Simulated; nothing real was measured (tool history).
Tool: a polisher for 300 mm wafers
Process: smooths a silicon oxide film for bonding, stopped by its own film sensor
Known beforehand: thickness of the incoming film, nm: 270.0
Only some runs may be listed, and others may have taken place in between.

run	hour	flow of slurry (ml/min)	pressure of the wafer on the pad (kPa)	speed of the pad under the wafer (cm/s)	abrasive content of the slurry	target thickness at which the film sensor stops the polish (Å)	time until the film sensor stopped the polish (s)
1	0.0	210	12.4	86	1.0	2240	69.322
2	1.2	210	11.0	86	1.0	2240	78.810
3	5.5	230	11.0	86	1.0	2240	78.728
4	13.5	230	10.3	86	1.0	2240	83.696
5	15.9	230	9.7	86	1.0	2240	88.872
6	23.1	230	9.0	86	1.0	2240	95.958
7	30.1	230	8.3	86	1.0	2240	103.370

Forecast run 8:
8	37.4	230	7.6	86	1.0	2240	?

Logged for run 8: time until the film sensor stopped the polish (s) 110.690.

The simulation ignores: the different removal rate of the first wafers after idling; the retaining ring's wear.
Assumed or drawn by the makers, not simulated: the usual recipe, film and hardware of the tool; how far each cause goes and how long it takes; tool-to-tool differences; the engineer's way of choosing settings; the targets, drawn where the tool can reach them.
